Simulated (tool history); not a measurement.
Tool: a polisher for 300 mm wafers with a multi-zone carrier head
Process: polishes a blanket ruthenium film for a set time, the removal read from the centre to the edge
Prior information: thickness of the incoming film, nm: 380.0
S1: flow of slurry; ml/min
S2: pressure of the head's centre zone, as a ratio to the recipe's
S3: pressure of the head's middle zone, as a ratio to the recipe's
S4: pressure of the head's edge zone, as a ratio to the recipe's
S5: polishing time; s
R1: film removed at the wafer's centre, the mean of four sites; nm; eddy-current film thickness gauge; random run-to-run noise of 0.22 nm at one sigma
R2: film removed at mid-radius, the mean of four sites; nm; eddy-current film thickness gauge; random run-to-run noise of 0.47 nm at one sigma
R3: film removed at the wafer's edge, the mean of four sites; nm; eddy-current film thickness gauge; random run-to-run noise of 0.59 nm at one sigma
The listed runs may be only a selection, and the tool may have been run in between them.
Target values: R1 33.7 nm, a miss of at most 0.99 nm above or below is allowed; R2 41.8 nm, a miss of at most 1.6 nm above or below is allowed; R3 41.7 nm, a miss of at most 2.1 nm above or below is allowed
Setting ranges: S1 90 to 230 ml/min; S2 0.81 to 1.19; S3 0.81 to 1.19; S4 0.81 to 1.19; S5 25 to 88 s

run	hour	S1	S2	S3	S4	S5	R1	R2	R3
1	0	150	1	1	1	56	70.031	68.725	70.054
2	2.7	140	0.95	1.01	0.99	49	57.145	59.459	61.365
3	4.8	130	0.91	1.02	0.96	44	47.721	53.766	53.292
4	6.2	120	0.88	1.01	0.94	42	43.323	48.884	48.36
5	14.8	120	0.96	1.01	0.94	42	47.482	50.31	50.301
6	17.3	155	0.96	1.01	0.94	42	50.582	52.059	50.814
7	24.6	140	0.92	1.01	0.93	40	45.037	48.32	48.835
8	25.9	130	0.89	1.01	0.92	39	41.329	47.78	46.625
9	27.5	120	0.87	0.99	0.9	39	39.651	44.433	44.261
10	36.5	95	0.81	1.04	0.97	35	30.41	40.071	40.298
11	39.3	105	0.82	1.03	0.96	35	31.805	39.734	40.84
12	40.4	110	0.82	1.03	0.95	35	32.164	40.712	40.295

Which one of the following 5 next-run settings gets every result inside its allowed miss? There is exactly one.
A	41.5	100	0.81	0.98	1.06	34	?	?	?
B	41.5	110	0.93	0.94	1	35	?	?	?
C	41.5	120	0.91	1.05	0.82	34	?	?	?
D	41.5	110	0.81	1.02	1	34	?	?	?
E	41.5	95	0.85	1.06	0.97	37	?	?	?

move	R1	R2	R3
A	30.317	36.698	39.91
B	37.147	37.583	40.777
C	36.352	41.102	36.72
D	31.409	39.132	39.57
E	33.943	41.92	41.062
A: lands further from the targets than the last run did
B: moves the result that the last run missed by most past its target, out the other side
C: moves the result that the last run missed by most past its target, out the other side
D: lands further from the targets than the last run did
E: every result lands within tolerance
Move E is the one to make.

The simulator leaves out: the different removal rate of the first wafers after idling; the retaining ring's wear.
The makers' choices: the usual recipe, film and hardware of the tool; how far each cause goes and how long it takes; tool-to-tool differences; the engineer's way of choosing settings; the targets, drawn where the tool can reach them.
